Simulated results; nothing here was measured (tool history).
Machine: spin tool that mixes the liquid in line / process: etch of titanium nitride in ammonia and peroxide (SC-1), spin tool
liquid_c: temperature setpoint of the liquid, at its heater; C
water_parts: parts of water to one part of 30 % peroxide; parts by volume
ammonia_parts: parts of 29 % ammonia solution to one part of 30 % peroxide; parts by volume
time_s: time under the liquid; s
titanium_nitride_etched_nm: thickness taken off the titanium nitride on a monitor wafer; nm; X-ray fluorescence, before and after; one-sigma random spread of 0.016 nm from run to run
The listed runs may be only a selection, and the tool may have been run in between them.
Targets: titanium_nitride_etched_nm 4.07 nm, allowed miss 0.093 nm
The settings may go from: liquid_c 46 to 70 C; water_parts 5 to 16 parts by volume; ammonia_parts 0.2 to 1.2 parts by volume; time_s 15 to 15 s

Run 1, hour 0: liquid_c 62 C, water_parts 9 parts by volume, ammonia_parts 0.75 parts by volume, time_s 15 s. Result: titanium_nitride_etched_nm 1.8795 nm.
Run 2, hour 5.4: liquid_c 64.5 C, water_parts 7.5 parts by volume, ammonia_parts 0.8 parts by volume, time_s 15 s. Result: titanium_nitride_etched_nm 2.4439 nm.
Run 3, hour 11.2: liquid_c 64.5 C, water_parts 7.5 parts by volume, ammonia_parts 0.8 parts by volume, time_s 15 s. Result: titanium_nitride_etched_nm 2.4371 nm.
Run 4, hour 14: liquid_c 66.5 C, water_parts 6.5 parts by volume, ammonia_parts 0.8 parts by volume, time_s 15 s. Result: titanium_nitride_etched_nm 2.9953 nm.
Run 5, hour 17.1: liquid_c 67.5 C, water_parts 6 parts by volume, ammonia_parts 0.8 parts by volume, time_s 15 s. Result: titanium_nitride_etched_nm 3.2612 nm.
Run 6, hour 23.7: liquid_c 68.5 C, water_parts 5.5 parts by volume, ammonia_parts 0.8 parts by volume, time_s 15 s. Result: titanium_nitride_etched_nm 3.6296 nm.
Run 7, hour 27.3: liquid_c 69 C, water_parts 5.5 parts by volume, ammonia_parts 0.8 parts by volume, time_s 15 s. Result: titanium_nitride_etched_nm 3.7396 nm.
Run 8, hour 31.8: liquid_c 69.5 C, water_parts 5.5 parts by volume, ammonia_parts 0.8 parts by volume, time_s 15 s. Result: titanium_nitride_etched_nm 3.8697 nm.

Which of these 5 next moves meets every target?
Run A, hour 36.3: liquid_c 70 C, water_parts 5.5 parts by volume, ammonia_parts 0.7 parts by volume, time_s 15 s. Result: titanium_nitride_etched_nm ?.
Run B, hour 36.3: liquid_c 69 C, water_parts 5 parts by volume, ammonia_parts 0.8 parts by volume, time_s 15 s. Result: titanium_nitride_etched_nm ?.
Run C, hour 36.3: liquid_c 67.5 C, water_parts 5 parts by volume, ammonia_parts 0.65 parts by volume, time_s 15 s. Result: titanium_nitride_etched_nm ?.
Run D, hour 36.3: liquid_c 68 C, water_parts 5.5 parts by volume, ammonia_parts 1 parts by volume, time_s 15 s. Result: titanium_nitride_etched_nm ?.
Run E, hour 36.3: liquid_c 69.5 C, water_parts 5 parts by volume, ammonia_parts 0.8 parts by volume, time_s 15 s. Result: titanium_nitride_etched_nm ?.

move  titanium_nitride_etched_nm
   A                      3.9058
   B                      3.9035
   C                       3.458
   D                      3.6175
   E                      4.0258
A: closes in on the targets versus the last run, not all within tolerance yet
B: closes in on the targets versus the last run, not all within tolerance yet
C: its largest miss is bigger than the last run's
D: its largest miss is bigger than the last run's
E: meets every target
The right move is E.
